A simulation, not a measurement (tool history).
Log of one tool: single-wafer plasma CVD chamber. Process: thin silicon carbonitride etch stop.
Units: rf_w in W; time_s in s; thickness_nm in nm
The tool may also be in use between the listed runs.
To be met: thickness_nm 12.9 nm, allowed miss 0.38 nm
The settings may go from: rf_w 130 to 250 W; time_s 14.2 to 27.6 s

run,hour,rf_w,time_s,thickness_nm
1,0,190,20.9,10.706
2,5.9,210,20.9,10.909
3,13.3,215,21.9,11.494
4,18,215,22.6,11.858
5,21.7,215,20,10.482
6,29.7,220,21.3,11.256
7,34.9,225,22.1,11.762
8,37.9,225,22.6,12.025
9,45,225,23,12.226
10,54,225,23.3,12.376

5 next moves are on the table. One of them brings every result within its allowed miss. Which?
A,63,250,22.2,?
B,63,240,22.7,?
C,63,230,24.2,?
D,63,225,22.9,?
E,63,250,22,?

move,thickness_nm
A,12.061
B,12.216
C,12.895
D,12.141
E,11.952
A: further off than the last run
B: further off than the last run
C: meets every target
D: further off than the last run
E: further off than the last run
Move C is the one to make.
